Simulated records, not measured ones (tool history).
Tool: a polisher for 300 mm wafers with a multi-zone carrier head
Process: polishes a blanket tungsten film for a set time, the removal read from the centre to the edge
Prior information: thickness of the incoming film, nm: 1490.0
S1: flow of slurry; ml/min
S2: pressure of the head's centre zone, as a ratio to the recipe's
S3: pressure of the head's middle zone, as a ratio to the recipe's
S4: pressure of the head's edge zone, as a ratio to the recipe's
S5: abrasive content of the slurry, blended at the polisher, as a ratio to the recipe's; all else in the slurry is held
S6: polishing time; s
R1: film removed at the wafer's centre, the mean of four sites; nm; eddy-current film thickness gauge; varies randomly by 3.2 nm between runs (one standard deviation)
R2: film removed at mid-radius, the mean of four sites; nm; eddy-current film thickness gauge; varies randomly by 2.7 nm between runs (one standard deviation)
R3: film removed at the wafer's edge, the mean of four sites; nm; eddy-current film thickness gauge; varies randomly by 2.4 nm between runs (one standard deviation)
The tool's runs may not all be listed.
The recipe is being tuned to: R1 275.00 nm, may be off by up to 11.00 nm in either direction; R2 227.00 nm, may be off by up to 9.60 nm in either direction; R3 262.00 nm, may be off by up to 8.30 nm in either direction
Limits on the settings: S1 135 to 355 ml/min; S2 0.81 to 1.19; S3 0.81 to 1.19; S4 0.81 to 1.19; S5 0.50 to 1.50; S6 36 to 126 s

run 1 day=0.000 | S1=225 S2=1.00 S3=1.00 S4=1.00 S5=1.00 S6=81 | R1=370.48 R2=380.85 R3=374.99
run 2 day=0.208 | S1=225 S2=1.00 S3=1.00 S4=1.00 S5=1.00 S6=90 | R1=418.81 R2=435.36 R3=417.57
run 3 day=0.258 | S1=220 S2=1.01 S3=0.98 S4=0.99 S5=0.95 S6=87 | R1=402.36 R2=396.25 R3=398.67
run 4 day=0.400 | S1=220 S2=1.01 S3=0.97 S4=0.98 S5=0.90 S6=84 | R1=381.22 R2=380.61 R3=368.32
run 5 day=0.742 | S1=215 S2=1.02 S3=0.95 S4=0.99 S5=0.85 S6=82 | R1=367.93 R2=353.73 R3=357.90
run 6 day=0.954 | S1=215 S2=1.02 S3=1.03 S4=0.99 S5=0.85 S6=82 | R1=372.45 R2=374.38 R3=356.50
run 7 day=1.233 | S1=210 S2=1.02 S3=1.01 S4=0.99 S5=0.80 S6=80 | R1=357.97 R2=354.64 R3=343.64
run 8 day=1.571 | S1=180 S2=1.04 S3=0.91 S4=0.99 S5=0.55 S6=61 | R1=245.98 R2=226.42 R3=233.59
run 9 day=1.933 | S1=185 S2=1.05 S3=0.90 S4=1.00 S5=0.55 S6=61 | R1=249.28 R2=213.99 R3=239.63
run 10 day=2.233 | S1=190 S2=1.05 S3=0.90 S4=1.00 S5=0.55 S6=61 | R1=245.66 R2=215.46 R3=236.86
run 11 day=2.333 | S1=195 S2=1.06 S3=0.91 S4=1.01 S5=0.55 S6=61 | R1=255.83 R2=223.85 R3=243.15
run 12 day=2.408 | S1=200 S2=1.06 S3=0.91 S4=1.02 S5=0.55 S6=61 | R1=248.46 R2=228.03 R3=245.03
run 13 day=2.554 | S1=200 S2=1.07 S3=0.91 S4=1.02 S5=0.55 S6=61 | R1=252.74 R2=222.53 R3=236.74
run 14 day=2.825 | S1=250 S2=1.09 S3=0.87 S4=1.12 S5=0.70 S6=62 | R1=289.26 R2=244.43 R3=280.77
run 15 day=3.062 | S1=245 S2=1.09 S3=0.87 S4=1.11 S5=0.70 S6=62 | R1=287.42 R2=246.29 R3=276.39
run 16 day=3.125 | S1=240 S2=1.09 S3=0.87 S4=1.11 S5=0.70 S6=62 | R1=287.68 R2=236.80 R3=279.47
run 17 day=3.312 | S1=235 S2=1.09 S3=0.87 S4=1.10 S5=0.70 S6=62 | R1=281.95 R2=243.38 R3=275.18
run 18 day=3.412 | S1=230 S2=1.09 S3=0.86 S4=1.10 S5=0.70 S6=62 | R1=286.76 R2=239.38 R3=274.70
run 19 day=3.608 | S1=225 S2=1.09 S3=0.86 S4=1.10 S5=0.70 S6=62 | R1=284.25 R2=237.30 R3=272.09
run 20 day=3.858 | S1=220 S2=1.09 S3=0.86 S4=1.10 S5=0.70 S6=62 | R1=280.31 R2=235.10 R3=275.91

Consider the 5 candidate settings below. Which is the only one whose results all fall within their allowed miss of target?
run A day=4.108 | S1=190 S2=1.06 S3=0.81 S4=1.17 S5=0.60 S6=67 | R1=? R2=? R3=?
run B day=4.108 | S1=205 S2=1.13 S3=0.81 S4=1.11 S5=0.55 S6=69 | R1=? R2=? R3=?
run C day=4.108 | S1=270 S2=1.08 S3=0.84 S4=1.07 S5=0.80 S6=57 | R1=? R2=? R3=?
run D day=4.108 | S1=260 S2=1.16 S3=0.90 S4=0.95 S5=0.55 S6=62 | R1=? R2=? R3=?
run E day=4.108 | S1=165 S2=1.03 S3=0.89 S4=1.19 S5=0.50 S6=73 | R1=? R2=? R3=?

move=A R1=278.93 R2=227.27 R3=290.86
move=B R1=301.93 R2=231.65 R3=287.67
move=C R1=274.83 R2=225.47 R3=264.17
move=D R1=288.37 R2=234.52 R3=245.16
move=E R1=274.22 R2=248.44 R3=298.75
A: the biggest miss grows against the last run
B: the biggest miss grows against the last run
C: each result inside its tolerance
D: moves the result that the last run missed by most past its target, out the other side
E: the biggest miss grows against the last run
The move that meets every target is C.
